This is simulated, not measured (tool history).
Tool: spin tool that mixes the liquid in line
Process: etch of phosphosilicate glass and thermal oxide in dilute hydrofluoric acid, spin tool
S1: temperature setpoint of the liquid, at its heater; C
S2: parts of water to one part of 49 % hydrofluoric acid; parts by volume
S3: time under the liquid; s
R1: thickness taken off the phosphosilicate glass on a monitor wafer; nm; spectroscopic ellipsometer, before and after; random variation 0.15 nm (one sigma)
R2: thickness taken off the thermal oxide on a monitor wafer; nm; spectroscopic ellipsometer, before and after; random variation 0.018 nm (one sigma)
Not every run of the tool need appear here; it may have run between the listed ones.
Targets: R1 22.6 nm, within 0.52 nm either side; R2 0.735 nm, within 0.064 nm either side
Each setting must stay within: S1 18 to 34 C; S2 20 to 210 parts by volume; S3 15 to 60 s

run,hour,S1,S2,S3,R1,R2
1,0,26,115,30,44.301,1.4851
2,8.3,26,145,30,33.938,1.0617
3,11.5,26,145,25,28.081,0.88421
4,18.8,29,145,25,31.425,0.99582
5,21.1,29,145,30,37.531,1.2671
6,28.9,26.5,150,30,33.311,1.0873
7,33.5,24,155,30,28.931,0.94361
8,34.2,22,155,30,26.692,0.85182
9,37.5,21,155,30,25.601,0.79633
10,42.5,20,155,30,24.605,0.78323

Exercise: of the 4 proposed moves below, exactly one satisfies all targets within the stated allowed misses. Which move is it?
A,47.5,18.5,135,25,?,?
B,47.5,22.5,150,25,?,?
C,47.5,20.5,190,40,?,?
D,47.5,23.5,190,35,?,?

move,R1,R2
A,22.893,0.76986
B,23.729,0.79796
C,26.55,0.89281
D,26.013,0.87475
A: every result lands within tolerance
B: better than the last run, though not everything is in spec
C: its largest miss is bigger than the last run's
D: its largest miss is bigger than the last run's
Correct choice: A, which meets every target
